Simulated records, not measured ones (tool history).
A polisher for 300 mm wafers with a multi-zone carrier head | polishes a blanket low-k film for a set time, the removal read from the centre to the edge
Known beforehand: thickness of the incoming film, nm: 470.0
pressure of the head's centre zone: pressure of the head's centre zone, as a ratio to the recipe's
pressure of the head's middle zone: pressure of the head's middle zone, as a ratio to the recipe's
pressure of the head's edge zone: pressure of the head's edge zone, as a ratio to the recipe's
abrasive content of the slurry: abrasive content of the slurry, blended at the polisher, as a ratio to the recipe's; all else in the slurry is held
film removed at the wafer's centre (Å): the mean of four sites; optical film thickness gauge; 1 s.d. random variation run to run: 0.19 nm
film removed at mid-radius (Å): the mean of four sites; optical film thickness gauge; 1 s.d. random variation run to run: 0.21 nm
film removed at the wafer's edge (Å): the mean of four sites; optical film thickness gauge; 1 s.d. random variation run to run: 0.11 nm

run  hour  flow of slurry (ml/min)  pressure of the head's centre zone  pressure of the head's middle zone  pressure of the head's edge zone  abrasive content of the slurry  polishing time (s)  film removed at the wafer's centre (Å)  film removed at mid-radius (Å)  film removed at the wafer's edge (Å)
  1   0.0                      295                                1.00                                1.00                              1.00                            1.00                  70                                  139.96                          139.78                                139.81
  2   6.8                      295                                1.01                                1.01                              0.98                            1.00                  70                                  142.50                          141.89                                140.67
  3  12.8                      300                                1.02                                1.03                              0.96                            1.00                  70                                  145.00                          142.27                                137.84
  4  17.3                      300                                1.02                                1.05                              0.95                            1.00                  70                                  140.35                          147.73                                140.22
  5  18.9                      300                                1.02                                1.05                              0.95                            0.80                  70                                  121.56                          127.53                                117.47
  6  26.0                      305                                1.04                                1.07                              0.96                            0.80                  70                                  128.61                          129.82                                119.44
  7  31.6                      310                                1.05                                1.09                              0.97                            0.80                  70                                  127.13                          129.25                                119.91

The next listed run, before its measurement:
  8  36.0                      310                                1.06                                1.10                              0.96                            0.85                  70                                       ?                               ?                                     ?

film removed at the wafer's centre (Å): 134.61
film removed at mid-radius (Å): 137.57
film removed at the wafer's edge (Å): 126.99
